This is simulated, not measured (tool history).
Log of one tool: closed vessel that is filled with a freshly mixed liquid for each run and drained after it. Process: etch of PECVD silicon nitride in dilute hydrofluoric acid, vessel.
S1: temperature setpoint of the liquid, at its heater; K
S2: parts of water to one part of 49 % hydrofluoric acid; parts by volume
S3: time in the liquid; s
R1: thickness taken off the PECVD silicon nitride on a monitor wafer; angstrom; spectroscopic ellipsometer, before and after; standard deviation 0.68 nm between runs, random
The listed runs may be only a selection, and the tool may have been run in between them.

run 1 hour=0 | S1=297.15 S2=80 S3=2575 | R1=594.85
run 2 hour=2 | S1=298.65 S2=80 S3=2575 | R1=662.78
run 3 hour=4.2 | S1=298.65 S2=80 S3=2575 | R1=668.12
run 4 hour=11.4 | S1=298.65 S2=80 S3=2575 | R1=660.7
run 5 hour=15.8 | S1=299.65 S2=80 S3=2575 | R1=722.21
run 6 hour=16.8 | S1=300.15 S2=80 S3=2575 | R1=743.86
run 7 hour=25.6 | S1=300.65 S2=80 S3=2575 | R1=753.49

What will run 8 give?
run 8 hour=32.1 | S1=301.15 S2=80 S3=2575 | R1=?

Run 8 produced R1 776.94 angstrom.
